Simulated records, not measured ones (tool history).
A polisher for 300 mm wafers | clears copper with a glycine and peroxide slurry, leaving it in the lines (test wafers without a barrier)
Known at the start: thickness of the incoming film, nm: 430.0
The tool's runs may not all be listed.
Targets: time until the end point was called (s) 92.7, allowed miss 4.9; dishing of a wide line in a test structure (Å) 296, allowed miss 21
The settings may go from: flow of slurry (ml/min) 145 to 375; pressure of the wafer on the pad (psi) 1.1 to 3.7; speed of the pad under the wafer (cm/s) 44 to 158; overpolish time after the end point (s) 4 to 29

run  hour  flow of slurry (ml/min)  pressure of the wafer on the pad (psi)  speed of the pad under the wafer (cm/s)  overpolish time after the end point (s)  time until the end point was called (s)  dishing of a wide line in a test structure (Å)
  1     0                      240                                     2.4                                      100                                       15                                   109.78                                          406.66
  2   7.4                      240                                     2.5                                      100                                       14                                   106.23                                          392.91
  3  15.4                      240                                     2.5                                      100                                       17                                   105.88                                          461.44
  4    24                      240                                     2.6                                      100                                       15                                   102.14                                          423.23
  5  31.3                      240                                     2.7                                      100                                       14                                    101.8                                          405.63
  6  34.1                      240                                     2.8                                      100                                       13                                   97.163                                          391.55
  7  38.9                      240                                     2.8                                      100                                       12                                   96.936                                          368.42
  8  40.6                      240                                     2.8                                      100                                       11                                   94.574                                          339.18

4 next moves are on the table. One of them brings every result within its allowed miss. Which?
  A  42.3                      250                                     2.8                                      104                                       12                                        ?                                               ?
  B  42.3                      175                                     2.5                                      130                                        9                                        ?                                               ?
  C  42.3                      250                                     2.7                                      112                                       13                                        ?                                               ?
  D  42.3                      275                                       3                                       96                                       14                                        ?                                               ?

move  time until the end point was called (s)  dishing of a wide line in a test structure (Å)
   A                                   94.514                                          395.12
   B                                   92.697                                           309.3
   C                                   92.254                                          431.75
   D                                   93.596                                          457.16
A: further off than the last run
B: meets every target
C: further off than the last run
D: further off than the last run
The right move is B.

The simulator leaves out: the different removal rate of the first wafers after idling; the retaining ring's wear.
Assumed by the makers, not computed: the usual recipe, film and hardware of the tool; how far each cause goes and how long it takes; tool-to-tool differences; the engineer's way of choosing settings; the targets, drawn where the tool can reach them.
